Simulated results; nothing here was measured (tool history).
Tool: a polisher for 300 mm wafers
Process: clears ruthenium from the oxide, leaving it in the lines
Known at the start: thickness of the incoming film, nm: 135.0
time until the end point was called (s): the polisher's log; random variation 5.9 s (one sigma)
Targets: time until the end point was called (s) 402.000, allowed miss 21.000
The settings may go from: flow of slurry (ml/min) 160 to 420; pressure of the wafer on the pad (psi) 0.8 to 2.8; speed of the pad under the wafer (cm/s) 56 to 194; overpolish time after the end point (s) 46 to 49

run  hour  flow of slurry (ml/min)  pressure of the wafer on the pad (psi)  speed of the pad under the wafer (cm/s)  overpolish time after the end point (s)  time until the end point was called (s)
  1   0.0                      270                                     1.8                                      124                                       46                                  114.940
  2   4.7                      270                                     2.2                                      124                                       46                                   97.872
  3  10.2                      245                                     1.9                                      110                                       46                                  129.050
  4  16.9                      245                                     1.7                                      110                                       46                                  139.700
  5  23.9                      225                                     1.5                                       98                                       46                                  183.640
  6  28.5                      225                                     1.5                                      118                                       46                                  155.400
  7  30.7                      210                                     1.3                                      106                                       46                                  191.180
  8  37.1                      200                                     1.2                                       96                                       46                                  229.570
  9  45.0                      195                                     1.1                                       88                                       46                                  276.330
 10  52.4                      195                                     1.0                                       84                                       46                                  318.430
 11  53.7                      195                                     1.0                                       82                                       46                                  312.650
 12  58.0                      195                                     1.0                                       80                                       46                                  323.420
 13  59.0                      195                                     1.0                                       78                                       46                                  335.590
 14  63.2                      195                                     0.9                                       76                                       46                                  377.320

Which of these 5 next moves meets every target?
  A  67.4                      205                                     0.9                                       82                                       49                                        ?
  B  67.4                      215                                     1.1                                       74                                       46                                        ?
  C  67.4                      260                                     1.0                                       74                                       46                                        ?
  D  67.4                      160                                     1.0                                       66                                       46                                        ?
  E  67.4                      175                                     1.0                                       72                                       47                                        ?

move  time until the end point was called (s)
   A                                  357.680
   B                                  324.870
   C                                  350.240
   D                                  406.900
   E                                  371.640
A: further off than the last run
B: further off than the last run
C: further off than the last run
D: meets every target
E: further off than the last run
Move D is the one to make.
